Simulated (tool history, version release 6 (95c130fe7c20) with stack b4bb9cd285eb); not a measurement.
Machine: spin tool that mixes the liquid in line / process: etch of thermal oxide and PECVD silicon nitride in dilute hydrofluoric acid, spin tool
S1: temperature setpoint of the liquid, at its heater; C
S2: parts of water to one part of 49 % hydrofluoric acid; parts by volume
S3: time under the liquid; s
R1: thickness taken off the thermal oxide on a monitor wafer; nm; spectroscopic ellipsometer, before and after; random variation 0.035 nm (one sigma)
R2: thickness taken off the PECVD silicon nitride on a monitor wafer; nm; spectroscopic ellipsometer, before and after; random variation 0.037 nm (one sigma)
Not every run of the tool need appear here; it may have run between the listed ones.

{"run": 1, "hour": 0.0, "S1": 23, "S2": 285, "S3": 180, "R1": 2.3963, "R2": 3.3415}
{"run": 2, "hour": 0.9, "S1": 25.5, "S2": 285, "S3": 180, "R1": 2.6275, "R2": 3.8826}
{"run": 3, "hour": 3.4, "S1": 25.5, "S2": 360, "S3": 180, "R1": 1.8925, "R2": 3.1302}
{"run": 4, "hour": 11.3, "S1": 27, "S2": 340, "S3": 180, "R1": 2.2372, "R2": 3.5124}
{"run": 5, "hour": 15.7, "S1": 27, "S2": 400, "S3": 180, "R1": 1.7872, "R2": 3.0071}
{"run": 6, "hour": 20.8, "S1": 27, "S2": 400, "S3": 220, "R1": 2.116, "R2": 3.7142}

What will run 7 give?
{"run": 7, "hour": 26.5, "S1": 28, "S2": 385, "S3": 220, "R1": "?", "R2": "?"}

Run 7 produced R1 2.3627 nm, R2 4.0817 nm.
